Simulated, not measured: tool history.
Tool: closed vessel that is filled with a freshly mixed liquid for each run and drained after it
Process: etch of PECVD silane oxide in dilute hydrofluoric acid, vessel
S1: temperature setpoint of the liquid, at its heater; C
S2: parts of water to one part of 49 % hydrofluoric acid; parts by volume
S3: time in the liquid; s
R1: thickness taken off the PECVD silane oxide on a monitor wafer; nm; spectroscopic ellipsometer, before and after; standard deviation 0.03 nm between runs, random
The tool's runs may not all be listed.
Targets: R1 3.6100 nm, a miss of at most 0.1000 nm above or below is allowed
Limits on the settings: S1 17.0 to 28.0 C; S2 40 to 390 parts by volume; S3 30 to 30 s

{"run": 1, "hour": 0.0, "S1": 20.0, "S2": 215, "S3": 30, "R1": 5.6308}
{"run": 2, "hour": 2.0, "S1": 22.5, "S2": 215, "S3": 30, "R1": 6.1053}
{"run": 3, "hour": 8.8, "S1": 20.0, "S2": 215, "S3": 30, "R1": 5.6526}
{"run": 4, "hour": 15.3, "S1": 20.0, "S2": 215, "S3": 30, "R1": 5.4959}
{"run": 5, "hour": 23.8, "S1": 20.0, "S2": 185, "S3": 30, "R1": 6.7847}
{"run": 6, "hour": 27.1, "S1": 19.5, "S2": 200, "S3": 30, "R1": 6.1062}
{"run": 7, "hour": 33.3, "S1": 19.0, "S2": 215, "S3": 30, "R1": 5.4469}
{"run": 8, "hour": 42.0, "S1": 19.0, "S2": 215, "S3": 30, "R1": 5.4016}
{"run": 9, "hour": 48.3, "S1": 18.5, "S2": 225, "S3": 30, "R1": 5.0228}

4 candidate next runs follow, results not yet known. Just one meets every target within its allowed miss. Identify it.
{"run": "A", "hour": 54.6, "S1": 17.0, "S2": 265, "S3": 30, "R1": "?"}
{"run": "B", "hour": 54.6, "S1": 18.5, "S2": 160, "S3": 30, "R1": "?"}
{"run": "C", "hour": 54.6, "S1": 18.5, "S2": 275, "S3": 30, "R1": "?"}
{"run": "D", "hour": 54.6, "S1": 19.5, "S2": 300, "S3": 30, "R1": "?"}

move=A R1=3.8813
move=B R1=7.5118
move=C R1=3.9258
move=D R1=3.6536
A: an improvement on the last run, though not all results are within tolerance
B: moves away from the targets compared with the last run
C: an improvement on the last run, though not all results are within tolerance
D: all results land within tolerance of their targets
Move D is the one to make.
